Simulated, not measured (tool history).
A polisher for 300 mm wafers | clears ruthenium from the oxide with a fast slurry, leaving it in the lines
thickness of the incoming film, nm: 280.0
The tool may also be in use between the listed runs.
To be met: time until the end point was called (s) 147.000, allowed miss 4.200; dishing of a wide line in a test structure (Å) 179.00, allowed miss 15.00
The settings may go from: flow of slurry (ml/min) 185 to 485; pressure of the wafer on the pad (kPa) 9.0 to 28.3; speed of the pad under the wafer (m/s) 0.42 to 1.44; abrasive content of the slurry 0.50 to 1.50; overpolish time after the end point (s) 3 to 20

run,hour,flow of slurry (ml/min),pressure of the wafer on the pad (kPa),speed of the pad under the wafer (m/s),abrasive content of the slurry,overpolish time after the end point (s),time until the end point was called (s),dishing of a wide line in a test structure (Å)
1,0.0,310,18.6,0.92,1.00,10,91.496,260.55
2,8.9,310,16.5,0.92,1.00,10,100.520,236.00
3,14.2,310,16.5,1.06,1.00,10,87.991,251.36
4,18.3,310,14.5,1.02,1.00,10,103.130,228.98
# hour 19.4: slurry nozzle cleaned
5,19.4,235,14.5,1.02,1.00,10,104.450,222.34
6,23.5,235,13.1,1.00,1.00,10,116.530,202.31
7,27.5,235,12.4,1.00,1.00,10,124.110,187.45
8,28.4,235,11.7,1.00,1.00,10,129.830,180.01
9,30.8,235,11.0,1.00,1.00,10,138.540,172.04
10,36.1,230,9.7,1.00,1.00,11,154.910,164.01

5 next moves are on the table. One of them brings every result within its allowed miss. Which?
A,41.4,265,9.0,1.08,0.95,13,?,?
B,41.4,305,11.0,1.06,0.75,9,?,?
C,41.4,250,9.0,1.02,0.95,14,?,?
D,41.4,210,9.7,0.96,1.10,11,?,?
E,41.4,235,9.7,1.12,0.90,11,?,?

move,time until the end point was called (s),dishing of a wide line in a test structure (Å)
A,158.870,196.89
B,148.920,147.88
C,168.720,199.48
D,158.090,169.03
E,148.280,179.57
A: further off than the last run
B: brings the result that was furthest off to its target, and leaves another outside
C: further off than the last run
D: further off than the last run
E: meets every target
The right move is E.
